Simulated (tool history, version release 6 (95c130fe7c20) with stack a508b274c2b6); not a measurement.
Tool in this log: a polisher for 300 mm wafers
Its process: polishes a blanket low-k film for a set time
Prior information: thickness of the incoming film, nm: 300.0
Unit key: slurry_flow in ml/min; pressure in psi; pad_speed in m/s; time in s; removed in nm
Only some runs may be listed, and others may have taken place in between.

| run | hour | slurry_flow | pressure | pad_speed | slurry_solids | time | removed |
|---|---|---|---|---|---|---|---|
| 1 | 0.0 | 280 | 1.9 | 0.94 | 1.0 | 115 | 44.250 |
| 2 | 5.0 | 280 | 2.0 | 0.94 | 1.0 | 115 | 47.258 |
| 3 | 6.6 | 280 | 2.2 | 0.94 | 1.0 | 115 | 50.374 |
| 4 | 12.1 | 280 | 2.2 | 0.94 | 1.0 | 115 | 50.284 |
| 5 | 14.0 | 315 | 2.2 | 0.94 | 1.0 | 115 | 50.738 |
| 6 | 19.8 | 315 | 2.3 | 0.94 | 1.0 | 115 | 53.803 |
| 7 | 23.8 | 315 | 2.4 | 0.94 | 1.0 | 115 | 54.692 |
| 8 | 29.3 | 315 | 2.5 | 0.94 | 1.0 | 115 | 56.768 |
| 9 | 35.7 | 315 | 2.6 | 0.94 | 1.0 | 115 | 58.952 |

Estimate the outcome of run 10 from the log above:
| 10 | 41.8 | 315 | 2.7 | 0.94 | 1.0 | 115 | ? |

Run 10 yielded removed 62.410 nm.
